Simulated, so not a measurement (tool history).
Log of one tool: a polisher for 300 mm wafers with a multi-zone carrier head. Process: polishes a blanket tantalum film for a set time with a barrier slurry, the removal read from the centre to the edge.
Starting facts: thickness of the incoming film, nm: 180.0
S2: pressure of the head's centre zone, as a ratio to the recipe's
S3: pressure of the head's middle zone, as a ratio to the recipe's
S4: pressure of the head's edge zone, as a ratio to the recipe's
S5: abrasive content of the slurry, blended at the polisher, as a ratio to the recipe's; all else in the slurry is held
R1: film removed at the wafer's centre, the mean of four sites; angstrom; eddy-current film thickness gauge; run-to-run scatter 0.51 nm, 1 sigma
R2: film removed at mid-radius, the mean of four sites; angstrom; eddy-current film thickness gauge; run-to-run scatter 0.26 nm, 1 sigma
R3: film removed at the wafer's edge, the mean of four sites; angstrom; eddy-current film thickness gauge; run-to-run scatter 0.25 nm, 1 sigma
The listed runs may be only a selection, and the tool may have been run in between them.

{"run": 1, "hour": 0.0, "flow of slurry (ml/min)": 160, "S2": 1.0, "S3": 1.0, "S4": 1.0, "S5": 1.0, "polishing time (s)": 40, "R1": 524.16, "R2": 524.63, "R3": 513.63}
{"run": 2, "hour": 5.6, "flow of slurry (ml/min)": 160, "S2": 1.0, "S3": 1.0, "S4": 0.97, "S5": 1.0, "polishing time (s)": 40, "R1": 543.93, "R2": 528.35, "R3": 512.97}
{"run": 3, "hour": 12.2, "flow of slurry (ml/min)": 160, "S2": 1.0, "S3": 1.0, "S4": 0.97, "S5": 1.15, "polishing time (s)": 40, "R1": 541.06, "R2": 534.61, "R3": 517.88}
{"run": 4, "hour": 14.7, "flow of slurry (ml/min)": 150, "S2": 0.99, "S3": 0.97, "S4": 0.93, "S5": 1.0, "polishing time (s)": 35, "R1": 446.33, "R2": 439.03, "R3": 434.77}
{"run": 5, "hour": 17.5, "flow of slurry (ml/min)": 150, "S2": 0.99, "S3": 0.97, "S4": 0.93, "S5": 0.8, "polishing time (s)": 35, "R1": 435.3, "R2": 424.78, "R3": 417.32}
{"run": 6, "hour": 19.5, "flow of slurry (ml/min)": 150, "S2": 0.99, "S3": 0.97, "S4": 0.93, "S5": 0.85, "polishing time (s)": 35, "R1": 436.58, "R2": 426.01, "R3": 423.52}
{"run": 7, "hour": 28.0, "flow of slurry (ml/min)": 145, "S2": 1.0, "S3": 0.96, "S4": 0.9, "S5": 0.75, "polishing time (s)": 33, "R1": 408.64, "R2": 393.9, "R3": 383.79}
{"run": 8, "hour": 31.3, "flow of slurry (ml/min)": 135, "S2": 1.01, "S3": 0.93, "S4": 0.87, "S5": 0.65, "polishing time (s)": 32, "R1": 389.24, "R2": 355.8, "R3": 350.86}
{"run": 9, "hour": 35.8, "flow of slurry (ml/min)": 125, "S2": 1.0, "S3": 0.92, "S4": 0.85, "S5": 0.65, "polishing time (s)": 32, "R1": 372.72, "R2": 355.63, "R3": 347.59}

Predict the results of run 10:
{"run": 10, "hour": 37.5, "flow of slurry (ml/min)": 120, "S2": 1.01, "S3": 0.9, "S4": 0.84, "S5": 0.6, "polishing time (s)": 32, "R1": "?", "R2": "?", "R3": "?"}

{"run 10": {"R1": 375.95, "R2": 332.9, "R3": 336.04}}
